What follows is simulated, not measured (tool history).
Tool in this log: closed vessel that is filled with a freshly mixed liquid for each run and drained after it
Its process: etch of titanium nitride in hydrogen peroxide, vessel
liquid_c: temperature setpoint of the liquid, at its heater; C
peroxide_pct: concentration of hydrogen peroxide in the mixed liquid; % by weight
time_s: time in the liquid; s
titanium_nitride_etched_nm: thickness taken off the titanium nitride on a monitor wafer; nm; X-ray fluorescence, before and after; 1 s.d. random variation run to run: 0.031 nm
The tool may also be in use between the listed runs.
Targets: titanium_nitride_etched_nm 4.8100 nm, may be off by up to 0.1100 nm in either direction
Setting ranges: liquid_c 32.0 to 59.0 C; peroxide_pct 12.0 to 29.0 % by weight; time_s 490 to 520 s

{"run": 1, "hour": 0.0, "liquid_c": 43.0, "peroxide_pct": 19.5, "time_s": 490, "titanium_nitride_etched_nm": 7.1963}
{"run": 2, "hour": 2.5, "liquid_c": 43.0, "peroxide_pct": 19.5, "time_s": 520, "titanium_nitride_etched_nm": 7.6668}
{"run": 3, "hour": 3.7, "liquid_c": 42.0, "peroxide_pct": 19.5, "time_s": 520, "titanium_nitride_etched_nm": 7.0525}
{"run": 4, "hour": 10.9, "liquid_c": 41.0, "peroxide_pct": 19.5, "time_s": 520, "titanium_nitride_etched_nm": 6.5411}
{"hour": 13.8, "done": "new drum of peroxide connected"}
{"run": 5, "hour": 13.8, "liquid_c": 44.5, "peroxide_pct": 19.5, "time_s": 520, "titanium_nitride_etched_nm": 8.6069}
{"run": 6, "hour": 23.0, "liquid_c": 48.0, "peroxide_pct": 19.5, "time_s": 520, "titanium_nitride_etched_nm": 11.066}
{"run": 7, "hour": 26.3, "liquid_c": 46.0, "peroxide_pct": 19.5, "time_s": 520, "titanium_nitride_etched_nm": 9.5664}
{"run": 8, "hour": 32.9, "liquid_c": 44.5, "peroxide_pct": 19.5, "time_s": 520, "titanium_nitride_etched_nm": 8.6681}
{"run": 9, "hour": 35.7, "liquid_c": 43.0, "peroxide_pct": 19.5, "time_s": 520, "titanium_nitride_etched_nm": 7.7777}

Which single option among these 5 for the next run brings every result within its allowed miss of target? Just one does.
{"run": "A", "hour": 38.5, "liquid_c": 36.0, "peroxide_pct": 21.0, "time_s": 520, "titanium_nitride_etched_nm": "?"}
{"run": "B", "hour": 38.5, "liquid_c": 38.0, "peroxide_pct": 20.5, "time_s": 490, "titanium_nitride_etched_nm": "?"}
{"run": "C", "hour": 38.5, "liquid_c": 37.5, "peroxide_pct": 20.5, "time_s": 490, "titanium_nitride_etched_nm": "?"}
{"run": "D", "hour": 38.5, "liquid_c": 38.5, "peroxide_pct": 18.0, "time_s": 490, "titanium_nitride_etched_nm": "?"}
{"run": "E", "hour": 38.5, "liquid_c": 39.0, "peroxide_pct": 16.0, "time_s": 490, "titanium_nitride_etched_nm": "?"}

move=A titanium_nitride_etched_nm=4.5435
move=B titanium_nitride_etched_nm=4.9825
move=C titanium_nitride_etched_nm=4.7918
move=D titanium_nitride_etched_nm=5.0381
move=E titanium_nitride_etched_nm=5.1081
A: moves the result that the last run missed by most past its target, out the other side
B: nearer the targets than the last run, but a result is still out of spec
C: all results in spec
D: nearer the targets than the last run, but a result is still out of spec
E: nearer the targets than the last run, but a result is still out of spec
C meets every target.
